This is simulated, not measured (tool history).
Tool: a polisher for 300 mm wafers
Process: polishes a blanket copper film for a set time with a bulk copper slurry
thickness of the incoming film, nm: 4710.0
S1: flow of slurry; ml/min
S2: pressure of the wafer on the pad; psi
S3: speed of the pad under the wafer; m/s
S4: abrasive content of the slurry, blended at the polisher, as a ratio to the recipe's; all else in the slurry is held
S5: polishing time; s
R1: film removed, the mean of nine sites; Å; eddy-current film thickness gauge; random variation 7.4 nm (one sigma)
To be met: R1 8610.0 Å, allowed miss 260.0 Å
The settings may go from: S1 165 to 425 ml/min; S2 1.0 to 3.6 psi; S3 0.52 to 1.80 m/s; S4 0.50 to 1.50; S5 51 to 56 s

run 1 hour=0.0 | S1=275 S2=2.3 S3=1.16 S4=1.00 S5=56 | R1=5464.6
run 2 hour=5.2 | S1=275 S2=1.8 S3=1.16 S4=1.00 S5=56 | R1=4711.9
run 3 hour=6.0 | S1=275 S2=1.6 S3=1.16 S4=1.00 S5=56 | R1=4399.8
run 4 hour=12.2 | S1=275 S2=2.2 S3=1.18 S4=1.00 S5=56 | R1=5199.4
run 5 hour=14.1 | S1=275 S2=2.2 S3=1.18 S4=1.00 S5=56 | R1=5318.4
run 6 hour=22.4 | S1=275 S2=2.0 S3=1.18 S4=1.00 S5=56 | R1=5017.0
run 7 hour=28.2 | S1=275 S2=2.5 S3=1.20 S4=1.00 S5=56 | R1=5914.2
run 8 hour=29.0 | S1=280 S2=3.1 S3=1.24 S4=1.00 S5=56 | R1=6945.8

4 next moves are on the table. One of them brings every result within its allowed miss. Which?
run A hour=29.8 | S1=310 S2=3.4 S3=1.46 S4=1.05 S5=51 | R1=?
run B hour=29.8 | S1=280 S2=3.2 S3=1.36 S4=1.20 S5=56 | R1=?
run C hour=29.8 | S1=300 S2=3.3 S3=1.44 S4=1.05 S5=56 | R1=?
run D hour=29.8 | S1=335 S2=2.5 S3=1.60 S4=1.00 S5=56 | R1=?

move=A R1=8039.8
move=B R1=8111.9
move=C R1=8507.5
move=D R1=7784.2
A: nearer than the last run, and not there yet
B: nearer than the last run, and not there yet
C: meets every target
D: nearer than the last run, and not there yet
Answer: C

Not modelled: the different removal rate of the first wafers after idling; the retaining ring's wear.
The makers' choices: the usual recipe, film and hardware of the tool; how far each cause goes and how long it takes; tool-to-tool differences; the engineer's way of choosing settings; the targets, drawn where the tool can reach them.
